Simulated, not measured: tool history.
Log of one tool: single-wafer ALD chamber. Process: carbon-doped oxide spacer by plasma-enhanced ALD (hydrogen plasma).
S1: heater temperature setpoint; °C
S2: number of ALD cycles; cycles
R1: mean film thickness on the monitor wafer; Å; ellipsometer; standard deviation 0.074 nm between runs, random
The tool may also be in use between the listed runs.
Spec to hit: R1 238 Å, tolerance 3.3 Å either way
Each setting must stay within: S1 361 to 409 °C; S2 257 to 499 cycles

{"run": 1, "hour": 0.0, "S1": 385, "S2": 378, "R1": 189.48}
{"run": 2, "hour": 7.1, "S1": 385, "S2": 400, "R1": 200.8}
{"run": 3, "hour": 10.5, "S1": 385, "S2": 349, "R1": 175.86}
{"run": 4, "hour": 18.3, "S1": 376, "S2": 349, "R1": 174.34}
{"run": 5, "hour": 27.3, "S1": 376, "S2": 378, "R1": 188.7}
{"run": 6, "hour": 30.8, "S1": 376, "S2": 417, "R1": 208.05}
{"run": 7, "hour": 39.6, "S1": 376, "S2": 430, "R1": 215.71}
{"run": 8, "hour": 44.6, "S1": 376, "S2": 439, "R1": 220.97}
{"run": 9, "hour": 53.8, "S1": 376, "S2": 446, "R1": 224.13}
{"run": 10, "hour": 55.8, "S1": 376, "S2": 452, "R1": 226.97}
{"run": 11, "hour": 60.3, "S1": 376, "S2": 457, "R1": 229.1}
{"run": 12, "hour": 62.0, "S1": 376, "S2": 461, "R1": 231.71}

Exactly one of the 5 candidate moves below puts every result within its allowed miss. Which one?
{"run": "A", "hour": 63.7, "S1": 367, "S2": 475, "R1": "?"}
{"run": "B", "hour": 63.7, "S1": 367, "S2": 494, "R1": "?"}
{"run": "C", "hour": 63.7, "S1": 382, "S2": 486, "R1": "?"}
{"run": "D", "hour": 63.7, "S1": 362, "S2": 491, "R1": "?"}
{"run": "E", "hour": 63.7, "S1": 376, "S2": 493, "R1": "?"}

move=A R1=237.54
move=B R1=247.04
move=C R1=243.04
move=D R1=245.54
move=E R1=246.54
A: all results in spec
B: pushes the last run's worst result past its target
C: pushes the last run's worst result past its target
D: pushes the last run's worst result past its target
E: pushes the last run's worst result past its target
Go with A: it meets all targets.
